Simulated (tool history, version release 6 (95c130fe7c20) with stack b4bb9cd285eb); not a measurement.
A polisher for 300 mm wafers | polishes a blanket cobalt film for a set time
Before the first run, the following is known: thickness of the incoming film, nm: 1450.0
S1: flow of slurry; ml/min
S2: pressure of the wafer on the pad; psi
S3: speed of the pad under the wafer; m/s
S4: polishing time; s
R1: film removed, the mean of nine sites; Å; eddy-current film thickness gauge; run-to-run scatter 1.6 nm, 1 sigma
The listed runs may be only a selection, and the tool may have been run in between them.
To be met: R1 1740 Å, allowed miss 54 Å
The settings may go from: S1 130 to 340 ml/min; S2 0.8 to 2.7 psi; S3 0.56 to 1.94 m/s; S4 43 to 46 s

run 1 hour=0 | S1=220 S2=1.7 S3=1.24 S4=43 | R1=2497.4
run 2 hour=4.7 | S1=220 S2=1.7 S3=1.24 S4=43 | R1=2511.7
run 3 hour=6 | S1=220 S2=1.7 S3=1.24 S4=43 | R1=2560.6
run 4 hour=7.5 | S1=220 S2=1.6 S3=1.24 S4=43 | R1=2420.5
run 5 hour=9.2 | S1=185 S2=1.6 S3=1.24 S4=43 | R1=2294.4
run 6 hour=11.6 | S1=185 S2=1.6 S3=1.44 S4=43 | R1=2669.7
run 7 hour=12.9 | S1=180 S2=1.1 S3=1.42 S4=43 | R1=1812.7
run 8 hour=18 | S1=175 S2=1.1 S3=1.42 S4=43 | R1=1806
run 9 hour=19.9 | S1=170 S2=1.1 S3=1.42 S4=43 | R1=1805
run 10 hour=25 | S1=165 S2=1.1 S3=1.42 S4=43 | R1=1813.8

Next run, 4 choices. One meets every target within its allowed miss, the rest don't. Which?
run A hour=30.1 | S1=185 S2=1.6 S3=0.94 S4=46 | R1=?
run B hour=30.1 | S1=155 S2=1.2 S3=1.26 S4=43 | R1=?
run C hour=30.1 | S1=165 S2=1 S3=1.56 S4=46 | R1=?
run D hour=30.1 | S1=130 S2=1 S3=1.58 S4=46 | R1=?

move=A R1=1899.6
move=B R1=1719.9
move=C R1=1920.1
move=D R1=1846.3
A: the biggest miss grows against the last run
B: each result inside its tolerance
C: the biggest miss grows against the last run
D: the biggest miss grows against the last run
B is the move that brings every result within its allowed miss.
